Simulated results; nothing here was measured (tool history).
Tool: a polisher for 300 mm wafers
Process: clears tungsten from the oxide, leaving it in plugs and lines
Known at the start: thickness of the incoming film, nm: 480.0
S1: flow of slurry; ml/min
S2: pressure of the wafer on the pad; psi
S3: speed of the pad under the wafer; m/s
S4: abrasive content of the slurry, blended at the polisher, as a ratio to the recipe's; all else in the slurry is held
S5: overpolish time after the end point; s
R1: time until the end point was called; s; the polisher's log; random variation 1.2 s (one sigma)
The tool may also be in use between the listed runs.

run 1 hour=0.0 | S1=175 S2=4.8 S3=1.12 S4=1.0 S5=8 | R1=68.549
run 2 hour=4.9 | S1=175 S2=4.3 S3=1.12 S4=1.0 S5=8 | R1=77.354
run 3 hour=10.1 | S1=175 S2=5.2 S3=1.12 S4=1.0 S5=8 | R1=63.837
run 4 hour=16.3 | S1=175 S2=5.2 S3=1.12 S4=0.8 S5=8 | R1=66.053
run 5 hour=17.8 | S1=175 S2=4.7 S3=1.12 S4=0.8 S5=8 | R1=72.725
run 6 hour=21.4 | S1=140 S2=4.7 S3=1.12 S4=0.8 S5=8 | R1=76.832
run 7 hour=25.7 | S1=135 S2=4.4 S3=1.12 S4=0.8 S5=8 | R1=80.562
run 8 hour=32.5 | S1=135 S2=4.1 S3=1.12 S4=0.8 S5=8 | R1=87.308
run 9 hour=33.2 | S1=135 S2=3.9 S3=1.12 S4=0.8 S5=8 | R1=91.785

The next listed run, before its measurement:
run 10 hour=40.9 | S1=135 S2=3.8 S3=1.12 S4=0.8 S5=8 | R1=?

R1: 95.628 s
